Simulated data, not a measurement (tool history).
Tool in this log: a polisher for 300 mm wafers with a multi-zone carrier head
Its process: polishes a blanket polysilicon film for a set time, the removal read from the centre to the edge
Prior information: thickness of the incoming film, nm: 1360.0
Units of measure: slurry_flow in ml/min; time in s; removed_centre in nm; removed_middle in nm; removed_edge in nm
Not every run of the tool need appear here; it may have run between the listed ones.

run,hour,slurry_flow,centre_zone,middle_zone,edge_zone,time,removed_centre,removed_middle,removed_edge
1,0.0,145,1.00,1.00,1.00,73,399.23,412.31,401.54
2,3.4,145,1.00,1.00,1.00,62,335.11,359.54,335.45
3,9.8,145,1.00,1.00,0.96,62,335.85,357.09,332.57
4,15.5,135,0.97,0.94,0.95,57,294.49,296.90,301.38
5,19.4,135,0.97,0.94,0.95,45,234.30,237.97,236.30
6,25.0,135,0.97,0.86,0.95,45,232.01,217.86,234.40

Run 7 comes next. What will it give?
7,29.5,125,0.96,0.87,0.97,45,?,?,?

removed_centre: 226.98 nm
removed_middle: 222.71 nm
removed_edge: 233.08 nm
